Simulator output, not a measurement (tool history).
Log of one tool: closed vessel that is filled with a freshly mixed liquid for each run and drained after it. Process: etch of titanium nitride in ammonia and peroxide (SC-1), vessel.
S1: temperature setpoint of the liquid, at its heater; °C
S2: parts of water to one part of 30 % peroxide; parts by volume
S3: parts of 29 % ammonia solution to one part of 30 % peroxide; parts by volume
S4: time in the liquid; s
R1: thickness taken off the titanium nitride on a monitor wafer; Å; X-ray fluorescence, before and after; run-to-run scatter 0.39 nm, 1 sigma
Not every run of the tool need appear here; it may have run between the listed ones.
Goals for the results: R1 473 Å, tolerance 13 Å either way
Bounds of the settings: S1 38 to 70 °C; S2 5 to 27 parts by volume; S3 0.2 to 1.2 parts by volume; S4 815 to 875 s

run 1 hour=0 | S1=54 S2=15 S3=0.9 S4=815 | R1=345.24
run 2 hour=0.9 | S1=55.5 S2=15 S3=0.9 S4=815 | R1=385.34
run 3 hour=3.4 | S1=55.5 S2=12.5 S3=0.9 S4=815 | R1=425.45
run 4 hour=7.8 | S1=55.5 S2=16 S3=0.9 S4=815 | R1=373.31
run 5 hour=10.6 | S1=55.5 S2=16 S3=0.9 S4=875 | R1=401.43
run 6 hour=13.1 | S1=56 S2=16 S3=0.9 S4=875 | R1=415.27
-- hour=15.3 thermometer replaced
run 7 hour=15.3 | S1=58.5 S2=16 S3=0.9 S4=875 | R1=535.41
run 8 hour=21.5 | S1=58 S2=16 S3=0.9 S4=875 | R1=519.99

Which one of the following 5 next-run settings gets every result inside its allowed miss? There is exactly one.
run A hour=27.7 | S1=59 S2=15.5 S3=1.2 S4=875 | R1=?
run B hour=27.7 | S1=60 S2=16.5 S3=0.8 S4=875 | R1=?
run C hour=27.7 | S1=58 S2=15 S3=0.85 S4=825 | R1=?
run D hour=27.7 | S1=55 S2=9.5 S3=1.05 S4=835 | R1=?
run E hour=27.7 | S1=58 S2=16.5 S3=0.95 S4=815 | R1=?

move=A R1=577.92
move=B R1=557.85
move=C R1=490.29
move=D R1=531.15
move=E R1=469.01
A: lands further from the targets than the last run did
B: lands further from the targets than the last run did
C: an improvement on the last run, though not all results are within tolerance
D: lands further from the targets than the last run did
E: each result inside its tolerance
Move E is the one to make.
